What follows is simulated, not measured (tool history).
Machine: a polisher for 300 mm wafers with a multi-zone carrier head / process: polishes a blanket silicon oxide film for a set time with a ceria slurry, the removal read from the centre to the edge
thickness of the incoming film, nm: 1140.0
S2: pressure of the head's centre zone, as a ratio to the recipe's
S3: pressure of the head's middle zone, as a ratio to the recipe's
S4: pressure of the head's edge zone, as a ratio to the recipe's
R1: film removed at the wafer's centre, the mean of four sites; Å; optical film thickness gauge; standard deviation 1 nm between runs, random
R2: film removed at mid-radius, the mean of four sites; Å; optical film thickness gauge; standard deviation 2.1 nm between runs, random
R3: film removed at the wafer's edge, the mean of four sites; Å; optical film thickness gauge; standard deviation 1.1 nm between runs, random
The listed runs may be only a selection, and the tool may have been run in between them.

run 1 hour=0 | flow_of_slurry_(ml/min)=230 S2=1 S3=1 S4=1 polishing_time_(s)=64 | R1=2313.5 R2=2628 R3=2683.5
run 2 hour=6.5 | flow_of_slurry_(ml/min)=230 S2=1 S3=1 S4=0.96 polishing_time_(s)=64 | R1=2329.9 R2=2599.3 R3=2608.7
run 3 hour=9.2 | flow_of_slurry_(ml/min)=235 S2=1.01 S3=1 S4=0.94 polishing_time_(s)=61 | R1=2271.2 R2=2513.5 R3=2450.2
run 4 hour=12.3 | flow_of_slurry_(ml/min)=235 S2=1.01 S3=1 S4=0.94 polishing_time_(s)=54 | R1=2021.2 R2=2190.2 R3=2176.5
run 5 hour=19.5 | flow_of_slurry_(ml/min)=235 S2=1.01 S3=1 S4=0.91 polishing_time_(s)=54 | R1=1981 R2=2262.9 R3=2139.5
-- hour=22.1 centre zone pressure recalibrated
run 6 hour=22.1 | flow_of_slurry_(ml/min)=240 S2=1.02 S3=0.99 S4=0.9 polishing_time_(s)=52 | R1=2140.4 R2=2115.9 R3=2056

What does the tool deliver on the next run?
run 7 hour=24.3 | flow_of_slurry_(ml/min)=235 S2=1.02 S3=0.99 S4=0.89 polishing_time_(s)=51 | R1=? R2=? R3=?

Run 7 gave R1 2089.9 Å, R2 2082.9 Å, R3 1990 Å.
